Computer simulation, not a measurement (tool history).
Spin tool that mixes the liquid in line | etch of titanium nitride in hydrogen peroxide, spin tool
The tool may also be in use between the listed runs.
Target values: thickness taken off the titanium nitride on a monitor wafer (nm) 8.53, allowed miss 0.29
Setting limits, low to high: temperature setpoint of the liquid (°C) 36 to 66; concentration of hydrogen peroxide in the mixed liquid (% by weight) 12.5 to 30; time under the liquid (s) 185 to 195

| run | day | temperature setpoint of the liquid (°C) | concentration of hydrogen peroxide in the mixed liquid (% by weight) | time under the liquid (s) | thickness taken off the titanium nitride on a monitor wafer (nm) |
|---|---|---|---|---|---|
| 1 | 0 | 52 | 23.5 | 185 | 20.192 |
| 2 | 0.225 | 52 | 23.5 | 185 | 19.771 |
| 3 | 0.504 | 52 | 23.5 | 195 | 21.171 |
| 4 | 0.754 | 52 | 25 | 195 | 21.555 |
| 5 | 1.042 | 52 | 25 | 195 | 21.462 |
| 6 | 1.088 | 52 | 22 | 195 | 20.891 |
| 7 | 1.358 | 44 | 21.5 | 195 | 11.531 |
| 8 | 1.579 | 43 | 21.5 | 195 | 10.86 |
|  | 1.904 | peroxide flow meter replaced |
| 9 | 1.904 | 42 | 21.5 | 195 | 10.187 |
| 10 | 2.029 | 41.5 | 21.5 | 195 | 9.7573 |

Exercise: of the 5 proposed moves below, exactly one satisfies all targets within the stated allowed misses. Which move is it?
| A | 2.154 | 40.5 | 21 | 185 | ? |
| B | 2.154 | 43 | 20.5 | 195 | ? |
| C | 2.154 | 44 | 21.5 | 195 | ? |
| D | 2.154 | 44 | 20 | 185 | ? |
| E | 2.154 | 39 | 22.5 | 185 | ? |

| move | thickness taken off the titanium nitride on a monitor wafer (nm) |
|---|---|
| A | 8.6399 |
| B | 10.958 |
| C | 11.935 |
| D | 11.149 |
| E | 7.8123 |
A: in spec on every target
B: lands further from the targets than the last run did
C: lands further from the targets than the last run did
D: lands further from the targets than the last run did
E: takes the biggest miss from the last run beyond its target
So the answer is move A, the one that meets all the targets.

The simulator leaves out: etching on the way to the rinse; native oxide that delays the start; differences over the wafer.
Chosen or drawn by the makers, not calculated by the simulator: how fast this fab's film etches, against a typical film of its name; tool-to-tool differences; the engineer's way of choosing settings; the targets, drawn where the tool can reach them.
